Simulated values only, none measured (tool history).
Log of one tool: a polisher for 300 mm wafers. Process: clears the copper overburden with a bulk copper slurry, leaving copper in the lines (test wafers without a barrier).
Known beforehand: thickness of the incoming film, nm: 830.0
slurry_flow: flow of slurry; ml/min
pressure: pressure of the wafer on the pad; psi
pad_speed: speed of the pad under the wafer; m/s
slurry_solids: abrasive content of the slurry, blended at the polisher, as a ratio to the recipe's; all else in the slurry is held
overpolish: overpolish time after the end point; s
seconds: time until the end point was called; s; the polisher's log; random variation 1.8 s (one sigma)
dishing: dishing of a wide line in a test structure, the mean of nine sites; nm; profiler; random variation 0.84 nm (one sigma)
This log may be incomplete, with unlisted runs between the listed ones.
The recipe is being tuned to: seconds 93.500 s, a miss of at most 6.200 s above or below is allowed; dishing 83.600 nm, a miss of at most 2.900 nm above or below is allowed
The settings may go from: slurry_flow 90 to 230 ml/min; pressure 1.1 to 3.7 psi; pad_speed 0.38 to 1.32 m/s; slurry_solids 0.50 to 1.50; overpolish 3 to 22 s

Run 1, day 0.000: slurry_flow 150 ml/min, pressure 2.4 psi, pad_speed 0.84 m/s, slurry_solids 1.00, overpolish 11 s. Result: seconds 136.280 s, dishing 44.670 nm.
Run 2, day 0.042: slurry_flow 150 ml/min, pressure 2.2 psi, pad_speed 0.84 m/s, slurry_solids 1.00, overpolish 11 s. Result: seconds 141.640 s, dishing 41.587 nm.
Run 3, day 0.375: slurry_flow 145 ml/min, pressure 2.4 psi, pad_speed 0.84 m/s, slurry_solids 1.00, overpolish 11 s. Result: seconds 137.880 s, dishing 43.961 nm.
Run 4, day 0.521: slurry_flow 145 ml/min, pressure 2.6 psi, pad_speed 0.84 m/s, slurry_solids 1.00, overpolish 11 s. Result: seconds 124.080 s, dishing 47.385 nm.
Run 5, day 0.633: slurry_flow 140 ml/min, pressure 2.7 psi, pad_speed 0.84 m/s, slurry_solids 1.00, overpolish 12 s. Result: seconds 118.480 s, dishing 51.898 nm.
Run 6, day 0.988: slurry_flow 140 ml/min, pressure 3.0 psi, pad_speed 0.84 m/s, slurry_solids 1.00, overpolish 12 s. Result: seconds 106.810 s, dishing 56.842 nm.
Run 7, day 1.183: slurry_flow 140 ml/min, pressure 3.0 psi, pad_speed 0.84 m/s, slurry_solids 1.00, overpolish 13 s. Result: seconds 109.270 s, dishing 59.411 nm.
Run 8, day 1.304: slurry_flow 140 ml/min, pressure 3.0 psi, pad_speed 0.84 m/s, slurry_solids 1.00, overpolish 13 s. Result: seconds 107.990 s, dishing 60.137 nm.
Run 9, day 1.562: slurry_flow 135 ml/min, pressure 3.2 psi, pad_speed 0.84 m/s, slurry_solids 1.00, overpolish 15 s. Result: seconds 101.320 s, dishing 69.645 nm.
Run 10, day 1.592: slurry_flow 170 ml/min, pressure 3.3 psi, pad_speed 0.86 m/s, slurry_solids 1.00, overpolish 17 s. Result: seconds 94.243 s, dishing 79.333 nm.
Run 11, day 1.725: slurry_flow 155 ml/min, pressure 3.3 psi, pad_speed 0.86 m/s, slurry_solids 1.00, overpolish 17 s. Result: seconds 95.740 s, dishing 80.536 nm.

Which single option among these 4 for the next run brings every result within its allowed miss of target? Just one does.
Run A, day 1.858: slurry_flow 150 ml/min, pressure 3.5 psi, pad_speed 0.82 m/s, slurry_solids 0.90, overpolish 15 s. Result: seconds ?, dishing ?.
Run B, day 1.858: slurry_flow 135 ml/min, pressure 3.3 psi, pad_speed 0.94 m/s, slurry_solids 0.90, overpolish 15 s. Result: seconds ?, dishing ?.
Run C, day 1.858: slurry_flow 150 ml/min, pressure 3.3 psi, pad_speed 0.92 m/s, slurry_solids 0.85, overpolish 20 s. Result: seconds ?, dishing ?.
Run D, day 1.858: slurry_flow 150 ml/min, pressure 3.3 psi, pad_speed 0.84 m/s, slurry_solids 1.25, overpolish 18 s. Result: seconds ?, dishing ?.

move  seconds  dishing
   A   93.321   73.737
   B   89.132   75.646
   C   90.392   89.685
   D   90.780   84.010
A: further off than the last run
B: further off than the last run
C: carries the result that was furthest off beyond its target, to the other side
D: in spec on every target
D meets every target.
